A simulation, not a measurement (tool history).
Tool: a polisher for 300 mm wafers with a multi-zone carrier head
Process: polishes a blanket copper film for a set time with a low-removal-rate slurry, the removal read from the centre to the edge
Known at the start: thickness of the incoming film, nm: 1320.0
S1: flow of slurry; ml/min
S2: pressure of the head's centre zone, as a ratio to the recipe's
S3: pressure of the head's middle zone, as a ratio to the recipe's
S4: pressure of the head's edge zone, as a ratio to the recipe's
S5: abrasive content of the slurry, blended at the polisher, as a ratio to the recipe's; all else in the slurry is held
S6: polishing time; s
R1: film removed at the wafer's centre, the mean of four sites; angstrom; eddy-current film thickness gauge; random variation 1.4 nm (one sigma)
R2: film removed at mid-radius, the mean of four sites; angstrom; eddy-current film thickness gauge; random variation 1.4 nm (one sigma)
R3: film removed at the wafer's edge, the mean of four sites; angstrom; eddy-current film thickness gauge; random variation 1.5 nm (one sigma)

run 1 hour=0 | S1=255 S2=1 S3=1 S4=1 S5=1 S6=76 | R1=2213.6 R2=2186.5 R3=2231.9
run 2 hour=5.5 | S1=255 S2=0.92 S3=1 S4=1 S5=1 S6=76 | R1=2010.8 R2=2300.4 R3=2216.7
run 3 hour=11 | S1=255 S2=0.92 S3=1 S4=1 S5=1.1 S6=76 | R1=2069.5 R2=2250.7 R3=2311.6
run 4 hour=19.9 | S1=255 S2=0.92 S3=1 S4=1 S5=1.1 S6=85 | R1=2317.2 R2=2584.6 R3=2533
run 5 hour=27.4 | S1=245 S2=0.93 S3=1 S4=0.96 S5=1 S6=75 | R1=2077.4 R2=2209.6 R3=2147.9
run 6 hour=30.1 | S1=235 S2=0.92 S3=0.99 S4=0.94 S5=0.9 S6=67 | R1=1759.1 R2=1915.3 R3=1814
run 7 hour=33.4 | S1=230 S2=0.91 S3=0.97 S4=0.92 S5=0.8 S6=62 | R1=1534.6 R2=1672.6 R3=1658.8
run 8 hour=38.7 | S1=225 S2=0.91 S3=0.98 S4=0.9 S5=0.75 S6=58 | R1=1377.1 R2=1551.8 R3=1479.3
run 9 hour=44.4 | S1=220 S2=0.92 S3=0.98 S4=0.88 S5=0.7 S6=56 | R1=1333.6 R2=1453.6 R3=1393.7
run 10 hour=46.5 | S1=215 S2=0.92 S3=0.98 S4=0.87 S5=0.65 S6=54 | R1=1288.4 R2=1350.7 R3=1320.1
run 11 hour=53.1 | S1=215 S2=0.92 S3=0.99 S4=0.86 S5=0.6 S6=53 | R1=1223.5 R2=1337.3 R3=1261.6
run 12 hour=59.3 | S1=210 S2=0.92 S3=0.99 S4=0.85 S5=0.6 S6=52 | R1=1170 R2=1309.1 R3=1225.3

The next listed run, before its measurement:
run 13 hour=60.5 | S1=205 S2=0.93 S3=0.99 S4=0.84 S5=0.6 S6=51 | R1=? R2=? R3=?

R1: 1152.5 angstrom
R2: 1236.4 angstrom
R3: 1201.4 angstrom

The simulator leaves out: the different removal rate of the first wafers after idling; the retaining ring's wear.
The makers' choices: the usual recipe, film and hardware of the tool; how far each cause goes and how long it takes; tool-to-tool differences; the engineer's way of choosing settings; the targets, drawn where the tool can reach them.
